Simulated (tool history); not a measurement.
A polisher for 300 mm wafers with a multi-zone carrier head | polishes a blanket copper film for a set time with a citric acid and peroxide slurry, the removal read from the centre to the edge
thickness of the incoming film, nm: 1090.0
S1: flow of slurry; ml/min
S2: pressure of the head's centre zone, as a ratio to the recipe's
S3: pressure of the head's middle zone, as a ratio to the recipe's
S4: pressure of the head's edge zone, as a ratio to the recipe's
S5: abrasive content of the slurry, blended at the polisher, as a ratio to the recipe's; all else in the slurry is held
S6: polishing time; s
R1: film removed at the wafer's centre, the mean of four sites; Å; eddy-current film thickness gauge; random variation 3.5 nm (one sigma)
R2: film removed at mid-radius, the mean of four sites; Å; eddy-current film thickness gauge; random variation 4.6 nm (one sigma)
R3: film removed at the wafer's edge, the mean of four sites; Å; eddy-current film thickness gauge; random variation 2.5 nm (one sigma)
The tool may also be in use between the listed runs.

| run | day | S1 | S2 | S3 | S4 | S5 | S6 | R1 | R2 | R3 |
|---|---|---|---|---|---|---|---|---|---|---|
| 1 | 0.000 | 130 | 1.00 | 1.00 | 1.00 | 1.00 | 66 | 2692.6 | 2591.3 | 2497.2 |
| 2 | 0.321 | 130 | 0.96 | 1.00 | 1.00 | 1.00 | 66 | 2562.7 | 2567.7 | 2508.6 |
| 3 | 0.404 | 140 | 0.99 | 0.99 | 1.03 | 1.10 | 66 | 2713.5 | 2570.4 | 2577.1 |
| 4 | 0.654 | 145 | 1.01 | 1.00 | 1.05 | 1.20 | 68 | 2898.6 | 2740.9 | 2795.4 |
|  | 0.979 | centre zone pressure recalibrated |
| 5 | 0.979 | 145 | 1.05 | 1.00 | 1.05 | 1.20 | 68 | 2804.7 | 2817.2 | 2743.7 |
| 6 | 1.108 | 145 | 1.05 | 1.00 | 1.05 | 1.30 | 68 | 2823.0 | 2804.0 | 2768.2 |
| 7 | 1.454 | 155 | 1.07 | 0.98 | 1.05 | 1.25 | 70 | 2965.0 | 2894.7 | 2873.8 |
| 8 | 1.692 | 165 | 1.07 | 0.94 | 1.02 | 1.15 | 73 | 3093.1 | 2852.9 | 2920.5 |

Run 9 comes next. What will it give?
| 9 | 1.792 | 170 | 1.09 | 0.92 | 1.00 | 1.15 | 75 | ? | ? | ? |

Run 9 gave R1 3197.7 Å, R2 2901.3 Å, R3 3001.3 Å.
